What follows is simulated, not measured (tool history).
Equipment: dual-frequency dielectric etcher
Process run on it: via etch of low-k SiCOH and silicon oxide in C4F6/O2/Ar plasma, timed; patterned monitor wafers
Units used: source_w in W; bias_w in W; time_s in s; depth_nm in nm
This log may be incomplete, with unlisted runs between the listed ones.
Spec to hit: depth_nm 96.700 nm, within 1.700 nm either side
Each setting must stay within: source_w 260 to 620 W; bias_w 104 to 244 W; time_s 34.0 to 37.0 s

run	day	source_w	bias_w	time_s	depth_nm
1	0.000	440	174	37.0	105.720
2	0.046	420	173	37.0	102.580
3	0.358	420	195	37.0	106.480
4	0.733	500	195	37.0	117.340
5	1.075	500	195	34.0	107.390
6	1.354	480	193	34.0	104.510
7	1.558	460	192	34.0	102.500
8	1.854	450	191	34.0	101.390
9	2.088	440	190	34.0	99.398

Which single option among these 4 for the next run brings every result within its allowed miss of target? Just one does.
A	2.321	410	190	36.0	?
B	2.321	430	194	35.5	?
C	2.321	470	153	36.0	?
D	2.321	370	209	35.5	?

move	depth_nm
A	101.100
B	103.070
C	101.990
D	96.914
A: misses by more than the last run did
B: misses by more than the last run did
C: misses by more than the last run did
D: in spec on every target
Correct choice: D, which meets every target
